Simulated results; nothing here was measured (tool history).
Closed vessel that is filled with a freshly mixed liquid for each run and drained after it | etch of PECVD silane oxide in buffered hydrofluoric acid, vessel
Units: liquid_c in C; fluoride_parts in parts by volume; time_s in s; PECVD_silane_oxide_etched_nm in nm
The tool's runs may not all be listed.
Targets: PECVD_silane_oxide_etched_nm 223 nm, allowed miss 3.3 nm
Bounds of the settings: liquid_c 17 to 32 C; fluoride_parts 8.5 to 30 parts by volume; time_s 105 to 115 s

| run | hour | liquid_c | fluoride_parts | time_s | PECVD_silane_oxide_etched_nm |
|---|---|---|---|---|---|
| 1 | 0 | 25 | 23.5 | 105 | 250.5 |
| 2 | 6.6 | 25 | 23.5 | 105 | 249.75 |
| 3 | 11.6 | 26.5 | 23.5 | 105 | 270.91 |
| 4 | 17.8 | 25.5 | 23.5 | 105 | 256.73 |
| 5 | 18.7 | 24.5 | 23.5 | 105 | 243.45 |
| 6 | 26.9 | 28 | 23.5 | 105 | 292.03 |
| 7 | 28.6 | 26 | 23.5 | 105 | 264.59 |
| 8 | 36 | 25 | 23.5 | 105 | 249.56 |
| 9 | 39.6 | 24.5 | 23.5 | 105 | 242.98 |
| 10 | 47.6 | 24 | 23.5 | 105 | 237.07 |
| 11 | 54.1 | 23.5 | 23.5 | 105 | 228.73 |

Which of these 4 next moves meets every target?
| A | 60.6 | 21 | 23 | 115 | ? |
| B | 60.6 | 23 | 24.5 | 105 | ? |
| C | 60.6 | 24 | 23.5 | 105 | ? |
| D | 60.6 | 23.5 | 27.5 | 110 | ? |

| move | PECVD_silane_oxide_etched_nm |
|---|---|
| A | 221.59 |
| B | 216.45 |
| C | 235.36 |
| D | 215.27 |
A: meets every target
B: takes the result that was furthest off past its target
C: further off than the last run
D: takes the result that was furthest off past its target
Move A is the one to make.
